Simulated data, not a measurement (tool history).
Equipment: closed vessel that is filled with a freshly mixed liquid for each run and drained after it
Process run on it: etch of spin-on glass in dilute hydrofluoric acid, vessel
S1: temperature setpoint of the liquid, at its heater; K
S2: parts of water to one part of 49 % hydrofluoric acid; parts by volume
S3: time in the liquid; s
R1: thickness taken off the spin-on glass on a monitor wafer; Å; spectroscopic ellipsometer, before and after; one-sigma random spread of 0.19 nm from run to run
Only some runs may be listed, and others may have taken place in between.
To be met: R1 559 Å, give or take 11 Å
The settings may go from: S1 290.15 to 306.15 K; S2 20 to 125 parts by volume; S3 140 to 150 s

run,day,S1,S2,S3,R1
1,0,298.15,70,140,726.04
2,0.183,300.65,70,140,795.87
3,0.517,298.15,70,140,721.85
4,0.75,295.15,70,140,638.13
5,0.933,295.15,70,150,681.94
6,1.071,294.15,70,150,654.68
7,1.358,293.15,70,150,633.03
8,1.383,292.15,70,150,607.27
9,1.725,291.65,70,150,593.15
10,2.083,291.65,70,150,590.19

Pick the move, out of 5, that brings all results within their allowed miss; only one does.
A,2.442,290.15,65,150,?
B,2.442,290.15,65,140,?
C,2.442,291.15,65,140,?
D,2.442,293.65,70,145,?
E,2.442,291.15,65,145,?

move,R1
A,601.19
B,561.11
C,585.42
D,621.22
E,606.33
A: lands further from the targets than the last run did
B: all results land within tolerance of their targets
C: closes in on the targets versus the last run, not all within tolerance yet
D: lands further from the targets than the last run did
E: lands further from the targets than the last run did
Move B is the one to make.

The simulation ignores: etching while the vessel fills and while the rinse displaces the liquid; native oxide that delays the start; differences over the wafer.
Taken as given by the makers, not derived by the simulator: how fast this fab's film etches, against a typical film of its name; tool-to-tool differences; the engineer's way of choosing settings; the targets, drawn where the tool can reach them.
